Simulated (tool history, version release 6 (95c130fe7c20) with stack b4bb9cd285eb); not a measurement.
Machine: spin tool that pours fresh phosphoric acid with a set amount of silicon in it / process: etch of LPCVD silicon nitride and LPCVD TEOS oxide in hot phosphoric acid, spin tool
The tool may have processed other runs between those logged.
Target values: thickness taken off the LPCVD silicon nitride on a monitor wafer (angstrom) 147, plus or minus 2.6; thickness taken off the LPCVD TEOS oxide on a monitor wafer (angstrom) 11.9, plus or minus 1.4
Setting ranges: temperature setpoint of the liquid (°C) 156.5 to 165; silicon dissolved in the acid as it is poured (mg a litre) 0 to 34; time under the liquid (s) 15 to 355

run	hour	temperature setpoint of the liquid (°C)	silicon dissolved in the acid as it is poured (mg a litre)	time under the liquid (s)	thickness taken off the LPCVD silicon nitride on a monitor wafer (angstrom)	thickness taken off the LPCVD TEOS oxide on a monitor wafer (angstrom)
1	0	160	15	180	122.05	7.7153
2	8.5	161	14.5	180	125.86	8.6467
3	14.3	161	18.5	180	125.58	7.6291
4	21	161	10	180	125.87	9.0421
5	23.4	162.5	10	180	133.83	10.443
6	31.5	162.5	17.5	180	133.18	8.6252
7	39.7	163	16	180	135.57	9.2562
8	41.9	163.5	14.5	180	138.28	9.7065
# hour 42.6: heated supply line repaired
9	42.6	164	13	180	153.65	13.248

Which of these 4 next moves meets every target?
A	43.3	163.5	15	175	?	?
B	43.3	164	5	165	?	?
C	43.3	162	10	175	?	?
D	43.3	165	0	160	?	?

move	thickness taken off the LPCVD silicon nitride on a monitor wafer (angstrom)	thickness taken off the LPCVD TEOS oxide on a monitor wafer (angstrom)
A	146.57	11.468
B	140.5	14.017
C	139.46	11.56
D	140.8	16.077
A: all results land within tolerance of their targets
B: carries the result that was furthest off beyond its target, to the other side
C: carries the result that was furthest off beyond its target, to the other side
D: carries the result that was furthest off beyond its target, to the other side
Go with A: it meets all targets.
